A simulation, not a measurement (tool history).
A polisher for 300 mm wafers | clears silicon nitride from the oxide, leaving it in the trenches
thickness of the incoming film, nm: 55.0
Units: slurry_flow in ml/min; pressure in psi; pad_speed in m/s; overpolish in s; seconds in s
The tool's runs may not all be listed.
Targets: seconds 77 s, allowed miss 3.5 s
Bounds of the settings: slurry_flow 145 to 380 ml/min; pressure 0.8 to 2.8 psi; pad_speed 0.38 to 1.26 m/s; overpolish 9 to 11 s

run,hour,slurry_flow,pressure,pad_speed,overpolish,seconds
1,0,245,1.8,0.82,11,100.12
2,7.1,245,1.4,0.82,11,127.81
3,8.3,245,1.6,0.82,11,115.89
4,10.1,245,1.2,0.82,11,150.52
5,10.9,245,1.4,0.82,11,129.56
6,15.9,245,1.4,0.66,11,159.47
7,22.1,245,1.6,0.66,11,138.7
8,29.7,245,1.8,0.66,11,122.85
9,34.8,245,2,0.66,11,113.08
10,40,245,2.1,0.66,11,106.92
11,47.6,245,2.2,0.66,11,102.88

Which of these 4 next moves meets every target?
A,55.2,245,2,0.5,10,?
B,55.2,270,1.9,0.52,11,?
C,55.2,230,2.4,0.82,11,?
D,55.2,225,1.9,0.66,11,?

move,seconds
A,145.2
B,145.57
C,76.067
D,118.11
A: further off than the last run
B: further off than the last run
C: meets every target
D: further off than the last run
Move C is the one to make.
